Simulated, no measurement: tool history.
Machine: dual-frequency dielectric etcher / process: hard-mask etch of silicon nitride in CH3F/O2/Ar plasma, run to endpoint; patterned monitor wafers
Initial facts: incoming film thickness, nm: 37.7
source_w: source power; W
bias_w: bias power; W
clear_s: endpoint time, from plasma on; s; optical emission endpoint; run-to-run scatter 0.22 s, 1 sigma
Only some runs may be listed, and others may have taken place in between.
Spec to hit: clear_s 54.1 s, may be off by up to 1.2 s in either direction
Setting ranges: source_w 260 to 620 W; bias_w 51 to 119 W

| run | hour | source_w | bias_w | clear_s |
|---|---|---|---|---|
| 1 | 0 | 440 | 85 | 50.875 |
| 2 | 5.8 | 480 | 85 | 49.429 |
| 3 | 9 | 480 | 91 | 48.554 |
| 4 | 13.4 | 460 | 90 | 48.783 |
|  | 16 | wet clean of the chamber |
| 5 | 16 | 540 | 90 | 44.274 |
| 6 | 17.5 | 540 | 79 | 46.936 |
| 7 | 24 | 520 | 78 | 47.131 |
| 8 | 31.8 | 500 | 77 | 47.999 |

Pick the move, out of 4, that brings all results within their allowed miss; only one does.
| A | 39.6 | 440 | 74 | ? |
| B | 39.6 | 340 | 83 | ? |
| C | 39.6 | 620 | 78 | ? |
| D | 39.6 | 320 | 73 | ? |

| move | clear_s |
|---|---|
| A | 51.273 |
| B | 53.97 |
| C | 44.301 |
| D | 57.881 |
A: closer than the last run, but not yet in spec
B: all results land within tolerance of their targets
C: misses by more than the last run did
D: moves the result that the last run missed by most past its target, out the other side
Answer: B
